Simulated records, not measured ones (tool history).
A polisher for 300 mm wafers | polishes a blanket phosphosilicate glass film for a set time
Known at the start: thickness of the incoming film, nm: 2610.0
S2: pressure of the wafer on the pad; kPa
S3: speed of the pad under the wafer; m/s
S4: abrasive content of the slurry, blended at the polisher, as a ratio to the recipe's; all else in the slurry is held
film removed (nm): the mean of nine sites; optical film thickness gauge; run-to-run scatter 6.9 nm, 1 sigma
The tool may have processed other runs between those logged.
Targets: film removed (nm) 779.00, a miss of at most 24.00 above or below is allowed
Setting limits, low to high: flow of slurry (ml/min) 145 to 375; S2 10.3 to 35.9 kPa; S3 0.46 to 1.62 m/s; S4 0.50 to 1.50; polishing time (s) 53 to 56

Run 1, hour 0.0: flow of slurry (ml/min) 240, S2 22.8 kPa, S3 1.04 m/s, S4 1.00, polishing time (s) 53. Result: film removed (nm) 417.62.
Run 2, hour 2.3: flow of slurry (ml/min) 245, S2 26.2 kPa, S3 1.06 m/s, S4 1.00, polishing time (s) 53. Result: film removed (nm) 488.70.
Run 3, hour 4.6: flow of slurry (ml/min) 285, S2 26.2 kPa, S3 1.06 m/s, S4 1.00, polishing time (s) 53. Result: film removed (nm) 484.42.
Run 4, hour 8.8: flow of slurry (ml/min) 260, S2 26.2 kPa, S3 1.06 m/s, S4 1.00, polishing time (s) 53. Result: film removed (nm) 492.06.
Run 5, hour 16.9: flow of slurry (ml/min) 260, S2 26.2 kPa, S3 1.20 m/s, S4 1.00, polishing time (s) 53. Result: film removed (nm) 537.55.
Run 6, hour 21.8: flow of slurry (ml/min) 260, S2 28.3 kPa, S3 1.20 m/s, S4 1.00, polishing time (s) 53. Result: film removed (nm) 572.91.
Run 7, hour 30.4: flow of slurry (ml/min) 260, S2 30.3 kPa, S3 1.22 m/s, S4 1.00, polishing time (s) 53. Result: film removed (nm) 615.35.
Run 8, hour 35.3: flow of slurry (ml/min) 260, S2 31.7 kPa, S3 1.24 m/s, S4 1.00, polishing time (s) 53. Result: film removed (nm) 661.22.
Run 9, hour 36.2: flow of slurry (ml/min) 260, S2 33.1 kPa, S3 1.24 m/s, S4 1.00, polishing time (s) 53. Result: film removed (nm) 685.87.
Run 10, hour 40.0: flow of slurry (ml/min) 260, S2 33.8 kPa, S3 1.26 m/s, S4 1.00, polishing time (s) 53. Result: film removed (nm) 705.63.
Run 11, hour 48.2: flow of slurry (ml/min) 260, S2 33.8 kPa, S3 1.26 m/s, S4 1.00, polishing time (s) 53. Result: film removed (nm) 699.49.
Run 12, hour 50.5: flow of slurry (ml/min) 260, S2 34.5 kPa, S3 1.28 m/s, S4 1.00, polishing time (s) 53. Result: film removed (nm) 717.78.
Run 13, hour 57.2: flow of slurry (ml/min) 260, S2 35.2 kPa, S3 1.30 m/s, S4 1.00, polishing time (s) 53. Result: film removed (nm) 748.37.

4 candidate next runs follow, results not yet known. Just one meets every target within its allowed miss. Identify it.
Run A, hour 63.9: flow of slurry (ml/min) 200, S2 35.9 kPa, S3 1.20 m/s, S4 0.95, polishing time (s) 56. Result: film removed (nm) ?.
Run B, hour 63.9: flow of slurry (ml/min) 335, S2 31.0 kPa, S3 1.22 m/s, S4 1.05, polishing time (s) 56. Result: film removed (nm) ?.
Run C, hour 63.9: flow of slurry (ml/min) 350, S2 35.9 kPa, S3 1.28 m/s, S4 0.95, polishing time (s) 54. Result: film removed (nm) ?.
Run D, hour 63.9: flow of slurry (ml/min) 270, S2 34.5 kPa, S3 1.18 m/s, S4 1.10, polishing time (s) 54. Result: film removed (nm) ?.

move  film removed (nm)
   A             718.81
   B             707.47
   C             774.09
   D             738.49
A: misses by more than the last run did
B: misses by more than the last run did
C: each result inside its tolerance
D: misses by more than the last run did
Move C is the one to make.
